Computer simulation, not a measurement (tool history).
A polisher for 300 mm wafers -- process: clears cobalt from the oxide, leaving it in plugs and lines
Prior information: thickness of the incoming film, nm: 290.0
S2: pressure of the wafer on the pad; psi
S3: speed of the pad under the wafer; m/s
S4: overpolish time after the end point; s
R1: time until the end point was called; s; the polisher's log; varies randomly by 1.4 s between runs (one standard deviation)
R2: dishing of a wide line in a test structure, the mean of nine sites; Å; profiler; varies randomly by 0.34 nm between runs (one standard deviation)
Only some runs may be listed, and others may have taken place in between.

Run 1, hour 0: flow of slurry (ml/min) 280, S2 1.3 psi, S3 1.24 m/s, S4 19 s. Result: R1 59.732 s, R2 349.36 Å.
Run 2, hour 4.4: flow of slurry (ml/min) 280, S2 1.3 psi, S3 1.04 m/s, S4 19 s. Result: R1 67.551 s, R2 332.98 Å.
Run 3, hour 6: flow of slurry (ml/min) 280, S2 1.4 psi, S3 0.94 m/s, S4 16 s. Result: R1 68.836 s, R2 315.3 Å.
Run 4, hour 8.3: flow of slurry (ml/min) 280, S2 1.4 psi, S3 1.14 m/s, S4 16 s. Result: R1 60.183 s, R2 336.46 Å.
Run 5, hour 13.2: flow of slurry (ml/min) 280, S2 1.7 psi, S3 1.14 m/s, S4 16 s. Result: R1 51.281 s, R2 341.43 Å.
Run 6, hour 15.4: flow of slurry (ml/min) 280, S2 1.4 psi, S3 1.14 m/s, S4 16 s. Result: R1 59.542 s, R2 329.78 Å.
At hour 16.2: slurry nozzle cleaned.
Run 7, hour 16.2: flow of slurry (ml/min) 290, S2 1.4 psi, S3 1.02 m/s, S4 14 s. Result: R1 61.571 s, R2 311.79 Å.

Run 8, settings as shown, results not yet in. Your forecast:
Run 8, hour 20.3: flow of slurry (ml/min) 290, S2 1.4 psi, S3 1.02 m/s, S4 14 s. Result: R1 ?, R2 ?.

{"run 8": {"R1": 63.996, "R2": 313.36}}
